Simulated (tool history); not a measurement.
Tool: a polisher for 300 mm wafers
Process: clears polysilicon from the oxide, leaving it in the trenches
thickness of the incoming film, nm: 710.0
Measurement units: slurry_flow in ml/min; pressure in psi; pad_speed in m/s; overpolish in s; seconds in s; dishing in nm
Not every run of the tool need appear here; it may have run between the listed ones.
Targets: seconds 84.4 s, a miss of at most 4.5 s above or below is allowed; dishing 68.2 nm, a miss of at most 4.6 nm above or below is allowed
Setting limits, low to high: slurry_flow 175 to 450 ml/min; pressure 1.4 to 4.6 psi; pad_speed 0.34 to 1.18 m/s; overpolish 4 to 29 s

run,hour,slurry_flow,pressure,pad_speed,overpolish,seconds,dishing
1,0,290,3,0.76,15,56.055,66.696
2,7,290,3,0.76,10,55.818,61.619
3,7.8,290,3.5,0.76,10,46.552,63.406
4,12,290,3.3,0.76,12,50.5,64.87
5,13.6,290,3.8,0.76,12,43.84,68.541
6,19.2,290,4.5,0.76,12,37.877,68.216
7,25.2,290,4.1,0.74,13,41.17,69.342
8,28.4,290,3.7,0.72,14,48.014,67.007
9,31.6,290,3.4,0.72,16,51.232,68.125
10,39.7,290,3.4,0.72,16,51.701,69.39
11,46.8,290,3.2,0.72,17,55.019,67.575
12,48.4,290,3,0.72,18,58.86,67.816
# hour 54: slurry nozzle cleaned
13,54,290,2.8,0.72,19,61.666,70.746
14,61.1,290,2.6,0.72,19,66.26,69.05
15,65.8,290,2.5,0.72,19,66.737,69.48
16,69.5,290,2.4,0.72,19,72.063,68.284
17,76.2,290,2.3,0.72,19,75.276,68
18,84.9,290,2.2,0.72,19,76.377,68.916
19,88.6,290,2.2,0.72,19,79.53,64.129
20,89.4,290,2.2,0.72,20,75.797,66.562

Below are 4 possible settings for the next run. Only one of them brings all results inside the allowed miss of their targets. Which is it?
A,90.2,310,2,0.62,23,?,?
B,90.2,295,1.8,0.82,24,?,?
C,90.2,290,1.7,0.76,19,?,?
D,90.2,290,2.1,0.84,15,?,?

move,seconds,dishing
A,98.038,65.286
B,84.331,67.824
C,95.546,62.47
D,71.266,63.503
A: takes the result that was furthest off past its target
B: hits every target within its allowed miss
C: takes the result that was furthest off past its target
D: lands further from the targets than the last run did
Answer: B
